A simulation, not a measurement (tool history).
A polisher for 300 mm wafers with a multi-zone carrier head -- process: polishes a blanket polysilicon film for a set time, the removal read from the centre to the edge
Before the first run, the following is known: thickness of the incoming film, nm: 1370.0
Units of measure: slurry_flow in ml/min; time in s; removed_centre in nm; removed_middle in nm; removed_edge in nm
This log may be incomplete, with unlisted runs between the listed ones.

run 1 hour=0.0 | slurry_flow=170 centre_zone=1.00 middle_zone=1.00 edge_zone=1.00 time=52 | removed_centre=467.39 removed_middle=461.69 removed_edge=447.63
run 2 hour=5.6 | slurry_flow=170 centre_zone=1.00 middle_zone=1.00 edge_zone=1.00 time=64 | removed_centre=573.84 removed_middle=556.34 removed_edge=552.01
run 3 hour=8.6 | slurry_flow=170 centre_zone=0.97 middle_zone=1.00 edge_zone=1.00 time=64 | removed_centre=555.95 removed_middle=559.50 removed_edge=545.71
run 4 hour=10.4 | slurry_flow=170 centre_zone=0.97 middle_zone=1.08 edge_zone=1.00 time=64 | removed_centre=557.30 removed_middle=594.88 removed_edge=547.64
run 5 hour=15.2 | slurry_flow=170 centre_zone=1.01 middle_zone=1.08 edge_zone=1.00 time=64 | removed_centre=573.98 removed_middle=604.46 removed_edge=549.60
run 6 hour=22.0 | slurry_flow=170 centre_zone=1.08 middle_zone=1.08 edge_zone=1.00 time=64 | removed_centre=606.85 removed_middle=604.08 removed_edge=542.30
run 7 hour=22.6 | slurry_flow=175 centre_zone=1.08 middle_zone=1.07 edge_zone=1.02 time=64 | removed_centre=620.88 removed_middle=608.83 removed_edge=547.16

Predict the results of run 8:
run 8 hour=30.4 | slurry_flow=175 centre_zone=1.08 middle_zone=1.07 edge_zone=1.02 time=64 | removed_centre=? removed_middle=? removed_edge=?

{"run 8": {"removed_centre": 602.48, "removed_middle": 599.9, "removed_edge": 553.42}}
